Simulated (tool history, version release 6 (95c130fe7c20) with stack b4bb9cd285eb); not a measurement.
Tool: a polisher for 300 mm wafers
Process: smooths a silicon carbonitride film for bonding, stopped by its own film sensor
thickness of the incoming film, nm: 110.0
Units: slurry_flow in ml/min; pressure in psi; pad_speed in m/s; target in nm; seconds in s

run 1 day=0 | slurry_flow=290 pressure=2.7 pad_speed=1.12 slurry_solids=1 target=94 | seconds=39.567
run 2 day=0.162 | slurry_flow=290 pressure=2.8 pad_speed=1.12 slurry_solids=1 target=94 | seconds=39.063
run 3 day=0.358 | slurry_flow=290 pressure=2.9 pad_speed=1.12 slurry_solids=1 target=94 | seconds=38.355
run 4 day=0.438 | slurry_flow=290 pressure=2.9 pad_speed=1.12 slurry_solids=1 target=95 | seconds=35.526
run 5 day=0.679 | slurry_flow=290 pressure=2.9 pad_speed=1.12 slurry_solids=1.15 target=95 | seconds=32.961
run 6 day=1.017 | slurry_flow=290 pressure=2.9 pad_speed=1.12 slurry_solids=0.95 target=95 | seconds=36.088
run 7 day=1.254 | slurry_flow=290 pressure=3 pad_speed=1.12 slurry_solids=0.95 target=95 | seconds=35.426

Forecast run 8:
run 8 day=1.538 | slurry_flow=290 pressure=3.1 pad_speed=1.12 slurry_solids=0.95 target=95 | seconds=?

seconds: 34.955 s

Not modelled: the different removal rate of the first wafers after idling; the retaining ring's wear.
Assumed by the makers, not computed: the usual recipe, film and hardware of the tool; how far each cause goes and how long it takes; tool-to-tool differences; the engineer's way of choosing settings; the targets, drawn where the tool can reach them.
